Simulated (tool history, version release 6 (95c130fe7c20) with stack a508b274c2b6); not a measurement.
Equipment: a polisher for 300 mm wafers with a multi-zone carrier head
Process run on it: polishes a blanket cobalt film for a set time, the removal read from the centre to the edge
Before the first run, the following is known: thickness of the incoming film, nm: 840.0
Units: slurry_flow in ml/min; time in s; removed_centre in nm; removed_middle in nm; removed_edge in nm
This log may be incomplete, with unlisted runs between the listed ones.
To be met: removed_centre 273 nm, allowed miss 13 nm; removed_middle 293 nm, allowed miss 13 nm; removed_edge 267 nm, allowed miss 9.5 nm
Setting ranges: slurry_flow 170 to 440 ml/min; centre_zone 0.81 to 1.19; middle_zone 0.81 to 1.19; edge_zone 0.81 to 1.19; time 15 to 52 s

Run 1, day 0: slurry_flow 280 ml/min, centre_zone 1, middle_zone 1, edge_zone 1, time 33 s. Result: removed_centre 194.93 nm, removed_middle 198.54 nm, removed_edge 199.49 nm.
Run 2, day 0.121: slurry_flow 285 ml/min, centre_zone 1.02, middle_zone 1.04, edge_zone 1.02, time 35 s. Result: removed_centre 214.04 nm, removed_middle 215.21 nm, removed_edge 209.71 nm.
Run 3, day 0.479: slurry_flow 290 ml/min, centre_zone 1.01, middle_zone 1.06, edge_zone 1.03, time 38 s. Result: removed_centre 232.89 nm, removed_middle 244.45 nm, removed_edge 230.92 nm.
Run 4, day 0.679: slurry_flow 295 ml/min, centre_zone 1.01, middle_zone 1.08, edge_zone 1.05, time 39 s. Result: removed_centre 239.23 nm, removed_middle 251.14 nm, removed_edge 237.52 nm.
Run 5, day 0.708: slurry_flow 295 ml/min, centre_zone 1.01, middle_zone 1.08, edge_zone 1.1, time 39 s. Result: removed_centre 230.08 nm, removed_middle 249.45 nm, removed_edge 243.96 nm.
Run 6, day 0.942: slurry_flow 295 ml/min, centre_zone 1.01, middle_zone 1.02, edge_zone 1.1, time 39 s. Result: removed_centre 232.01 nm, removed_middle 240.47 nm, removed_edge 242.92 nm.
Run 7, day 1.017: slurry_flow 300 ml/min, centre_zone 1.02, middle_zone 1.05, edge_zone 1.09, time 40 s. Result: removed_centre 235.74 nm, removed_middle 258.54 nm, removed_edge 243.93 nm.
Run 8, day 1.079: slurry_flow 285 ml/min, centre_zone 1.02, middle_zone 1.05, edge_zone 1.08, time 41 s. Result: removed_centre 247.74 nm, removed_middle 253.08 nm, removed_edge 253.3 nm.
Run 9, day 1.317: slurry_flow 285 ml/min, centre_zone 1.02, middle_zone 1.05, edge_zone 1.08, time 41 s. Result: removed_centre 249.81 nm, removed_middle 255.89 nm, removed_edge 247.51 nm.

Which of these 5 next moves meets every target?
Run A, day 1.554: slurry_flow 250 ml/min, centre_zone 1.07, middle_zone 0.89, edge_zone 1.1, time 43 s. Result: removed_centre ?, removed_middle ?, removed_edge ?.
Run B, day 1.554: slurry_flow 325 ml/min, centre_zone 1.02, middle_zone 1.1, edge_zone 1.01, time 44 s. Result: removed_centre ?, removed_middle ?, removed_edge ?.
Run C, day 1.554: slurry_flow 340 ml/min, centre_zone 0.99, middle_zone 1.18, edge_zone 0.97, time 39 s. Result: removed_centre ?, removed_middle ?, removed_edge ?.
Run D, day 1.554: slurry_flow 405 ml/min, centre_zone 0.86, middle_zone 1.07, edge_zone 1.05, time 45 s. Result: removed_centre ?, removed_middle ?, removed_edge ?.
Run E, day 1.554: slurry_flow 255 ml/min, centre_zone 1.13, middle_zone 1.15, edge_zone 0.94, time 38 s. Result: removed_centre ?, removed_middle ?, removed_edge ?.

move  removed_centre  removed_middle  removed_edge
   A          272.05          230.52        265.92
   B          273.02          287.01        265.04
   C          235.92           270.7        230.82
   D          239.47          292.04        279.98
   E          255.02          251.29        217.29
A: lands further from the targets than the last run did
B: all results in spec
C: lands further from the targets than the last run did
D: gets the furthest-off result to its target, but another result is out of tolerance
E: lands further from the targets than the last run did
Correct choice: B, which meets every target
